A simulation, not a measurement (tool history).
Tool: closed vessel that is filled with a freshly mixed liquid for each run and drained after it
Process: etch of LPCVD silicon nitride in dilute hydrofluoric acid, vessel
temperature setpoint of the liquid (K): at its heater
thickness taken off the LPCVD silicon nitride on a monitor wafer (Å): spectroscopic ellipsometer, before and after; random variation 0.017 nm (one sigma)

run,hour,temperature setpoint of the liquid (K),parts of water to one part of 49 % hydrofluoric acid (parts by volume),time in the liquid (s),thickness taken off the LPCVD silicon nitride on a monitor wafer (Å)
1,0,293.15,185,720,13.701
2,5,293.65,185,720,13.957
3,12.4,291.65,185,720,12.421
4,15.8,292.65,185,720,13.334
5,21.9,293.15,185,720,13.872
6,27.8,293.15,225,720,11.333
7,30.2,293.15,225,720,11.488
8,33.6,294.15,225,720,11.823
9,41.5,295.15,225,720,12.843
10,46,296.15,225,720,13.837
11,54.8,296.65,225,720,14.382

Run 12 comes next. What will it give?
12,59.6,297.15,225,720,?

thickness taken off the LPCVD silicon nitride on a monitor wafer (Å): 14.703
